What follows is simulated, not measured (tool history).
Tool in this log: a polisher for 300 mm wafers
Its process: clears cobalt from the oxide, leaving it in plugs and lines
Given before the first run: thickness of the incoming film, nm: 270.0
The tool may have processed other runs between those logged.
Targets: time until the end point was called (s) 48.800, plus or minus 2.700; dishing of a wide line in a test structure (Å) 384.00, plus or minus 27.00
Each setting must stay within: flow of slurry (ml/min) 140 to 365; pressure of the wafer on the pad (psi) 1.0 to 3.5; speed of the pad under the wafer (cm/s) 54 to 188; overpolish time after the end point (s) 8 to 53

| run | day | flow of slurry (ml/min) | pressure of the wafer on the pad (psi) | speed of the pad under the wafer (cm/s) | overpolish time after the end point (s) | time until the end point was called (s) | dishing of a wide line in a test structure (Å) |
|---|---|---|---|---|---|---|---|
| 1 | 0.000 | 235 | 2.2 | 120 | 27 | 37.186 | 608.67 |
| 2 | 0.175 | 270 | 2.2 | 120 | 27 | 36.070 | 569.96 |
| 3 | 0.542 | 280 | 2.1 | 120 | 25 | 38.147 | 590.86 |
| 4 | 0.692 | 280 | 2.1 | 138 | 25 | 31.776 | 595.00 |
| 5 | 0.950 | 290 | 2.1 | 134 | 23 | 34.414 | 572.44 |
| 6 | 1.133 | 300 | 2.1 | 130 | 21 | 33.591 | 568.59 |
| 7 | 1.188 | 235 | 1.5 | 140 | 8 | 43.743 | 278.27 |
| 8 | 1.417 | 240 | 1.5 | 138 | 9 | 46.020 | 312.70 |
| 9 | 1.462 | 245 | 1.5 | 138 | 10 | 44.921 | 337.75 |

Which of these 5 next moves meets every target?
| A | 1.508 | 200 | 1.8 | 124 | 12 | ? | ? |
| B | 1.508 | 230 | 1.5 | 154 | 12 | ? | ? |
| C | 1.508 | 310 | 1.5 | 148 | 12 | ? | ? |
| D | 1.508 | 220 | 1.6 | 140 | 8 | ? | ? |
| E | 1.508 | 200 | 2.2 | 90 | 13 | ? | ? |

| move | time until the end point was called (s) | dishing of a wide line in a test structure (Å) |
|---|---|---|
| A | 44.116 | 392.99 |
| B | 42.070 | 404.38 |
| C | 42.752 | 400.58 |
| D | 43.558 | 301.89 |
| E | 49.519 | 384.70 |
A: the furthest-off result lands on target, but another misses its tolerance
B: the furthest-off result lands on target, but another misses its tolerance
C: the furthest-off result lands on target, but another misses its tolerance
D: further off than the last run
E: in spec on every target
Go with E: it meets all targets.
